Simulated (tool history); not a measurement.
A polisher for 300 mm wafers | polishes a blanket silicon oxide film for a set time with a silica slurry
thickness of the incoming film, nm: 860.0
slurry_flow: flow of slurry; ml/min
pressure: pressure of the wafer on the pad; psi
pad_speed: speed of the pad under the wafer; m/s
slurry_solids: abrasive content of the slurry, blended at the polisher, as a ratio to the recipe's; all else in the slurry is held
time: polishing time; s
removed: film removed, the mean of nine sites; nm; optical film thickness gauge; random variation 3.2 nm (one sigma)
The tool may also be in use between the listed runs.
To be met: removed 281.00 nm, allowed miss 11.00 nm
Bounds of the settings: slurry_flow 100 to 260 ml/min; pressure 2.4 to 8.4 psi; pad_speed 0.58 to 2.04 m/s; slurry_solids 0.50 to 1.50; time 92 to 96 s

| run | hour | slurry_flow | pressure | pad_speed | slurry_solids | time | removed |
|---|---|---|---|---|---|---|---|
| 1 | 0.0 | 165 | 5.4 | 1.30 | 1.00 | 92 | 463.83 |
| 2 | 1.3 | 165 | 5.4 | 1.62 | 1.00 | 92 | 549.67 |
| 3 | 4.0 | 165 | 4.9 | 1.60 | 1.00 | 92 | 510.69 |
| 4 | 10.9 | 165 | 4.9 | 1.60 | 1.20 | 92 | 556.99 |
| 5 | 13.1 | 165 | 4.9 | 1.60 | 1.20 | 92 | 555.45 |
| 6 | 21.8 | 165 | 4.5 | 1.54 | 1.20 | 92 | 505.10 |
| 7 | 27.1 | 165 | 4.2 | 1.48 | 1.20 | 92 | 473.55 |
| 8 | 34.9 | 165 | 3.9 | 1.42 | 1.20 | 92 | 441.18 |
| 9 | 42.6 | 165 | 3.7 | 1.36 | 1.20 | 92 | 410.99 |
| 10 | 49.5 | 165 | 3.5 | 1.32 | 1.20 | 92 | 378.93 |

Which of these 5 next moves meets every target?
| A | 56.4 | 190 | 3.4 | 1.68 | 1.20 | 96 | ? |
| B | 56.4 | 185 | 2.4 | 0.86 | 1.45 | 92 | ? |
| C | 56.4 | 180 | 3.6 | 1.36 | 1.25 | 93 | ? |
| D | 56.4 | 160 | 2.8 | 1.10 | 1.05 | 92 | ? |
| E | 56.4 | 185 | 3.9 | 1.30 | 1.20 | 92 | ? |

| move | removed |
|---|---|
| A | 496.30 |
| B | 248.73 |
| C | 422.47 |
| D | 281.36 |
| E | 417.47 |
A: further off than the last run
B: takes the result that was furthest off past its target
C: further off than the last run
D: meets every target
E: further off than the last run
The right move is D.
